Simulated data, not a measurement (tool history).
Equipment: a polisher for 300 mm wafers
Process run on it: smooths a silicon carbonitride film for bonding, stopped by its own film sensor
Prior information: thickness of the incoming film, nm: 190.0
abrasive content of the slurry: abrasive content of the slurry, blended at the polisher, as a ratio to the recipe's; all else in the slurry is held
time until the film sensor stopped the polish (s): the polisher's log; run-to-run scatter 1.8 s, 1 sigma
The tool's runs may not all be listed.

run  hour  flow of slurry (ml/min)  pressure of the wafer on the pad (kPa)  speed of the pad under the wafer (cm/s)  abrasive content of the slurry  target thickness at which the film sensor stops the polish (Å)  time until the film sensor stopped the polish (s)
  1     0                      270                                    16.5                                       82                               1                                                            1510                                             152.25
  2   0.8                      270                                    16.5                                       82                               1                                                            1510                                             153.86
  3     4                      270                                    16.5                                      100                               1                                                            1510                                             132.41
  4  10.7                      270                                    15.9                                      100                               1                                                            1510                                              138.3
  5    12                      270                                    15.9                                      100                            1.15                                                            1510                                             125.25
  6  19.5                      270                                    15.9                                      100                            0.95                                                            1510                                             141.98

Forecast run 7:
  7  25.7                      270                                    15.2                                      100                            0.95                                                            1510                                                  ?

time until the film sensor stopped the polish (s): 148.78
